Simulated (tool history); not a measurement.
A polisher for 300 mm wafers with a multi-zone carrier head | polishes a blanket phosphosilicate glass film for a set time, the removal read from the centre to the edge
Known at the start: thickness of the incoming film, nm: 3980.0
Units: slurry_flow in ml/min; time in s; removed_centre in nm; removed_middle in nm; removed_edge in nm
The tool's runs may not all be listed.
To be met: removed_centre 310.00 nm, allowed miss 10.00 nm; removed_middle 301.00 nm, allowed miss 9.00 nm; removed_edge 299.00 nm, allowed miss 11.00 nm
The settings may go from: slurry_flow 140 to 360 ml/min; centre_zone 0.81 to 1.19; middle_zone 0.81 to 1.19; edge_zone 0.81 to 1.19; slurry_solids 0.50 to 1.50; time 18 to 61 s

run	day	slurry_flow	centre_zone	middle_zone	edge_zone	slurry_solids	time	removed_centre	removed_middle	removed_edge
1	0.000	230	1.00	1.00	1.00	1.00	39	355.93	388.67	401.41
2	0.200	230	1.02	0.99	0.95	0.85	39	341.15	362.19	364.21
3	0.312	225	1.03	0.97	0.92	0.75	39	329.59	331.99	334.38
4	0.375	260	1.03	0.97	0.92	0.75	39	338.36	337.45	346.20
5	0.679	260	1.03	0.97	0.92	0.90	39	352.71	362.74	378.31
6	0.950	280	1.03	0.97	0.92	0.90	39	361.80	368.09	372.81
7	1.108	280	1.03	0.96	0.90	0.80	39	344.35	356.02	353.42
8	1.383	260	1.03	0.95	0.88	0.75	39	335.82	333.17	341.55
9	1.583	240	1.05	0.99	0.81	0.55	38	282.99	288.41	275.80
10	1.858	240	1.05	0.99	0.81	0.55	38	278.05	287.23	270.49
11	2.062	260	1.06	0.98	0.83	0.55	38	288.77	294.25	276.95
12	2.117	270	1.06	0.97	0.85	0.55	38	293.53	288.48	275.80
# day 2.408: centre zone pressure recalibrated
13	2.408	275	1.06	0.96	0.87	0.55	38	318.73	284.57	286.55
14	2.638	265	1.00	1.01	0.91	0.60	38	301.72	313.61	301.26

5 next moves are on the table. One of them brings every result within its allowed miss. Which?
A	2.867	275	0.97	1.10	0.91	0.60	37	?	?	?
B	2.867	255	1.07	1.07	0.81	0.60	38	?	?	?
C	2.867	220	0.99	0.94	0.82	0.80	35	?	?	?
D	2.867	145	0.97	1.03	0.89	0.65	40	?	?	?
E	2.867	310	0.97	1.00	0.81	0.90	33	?	?	?

move	removed_centre	removed_middle	removed_edge
A	296.77	325.59	298.77
B	333.10	323.57	289.40
C	314.83	297.49	300.31
D	294.73	309.83	306.59
E	319.95	323.54	305.01
A: further off than the last run
B: further off than the last run
C: meets every target
D: brings the result that was furthest off to its target, and leaves another outside
E: further off than the last run
The right move is C.
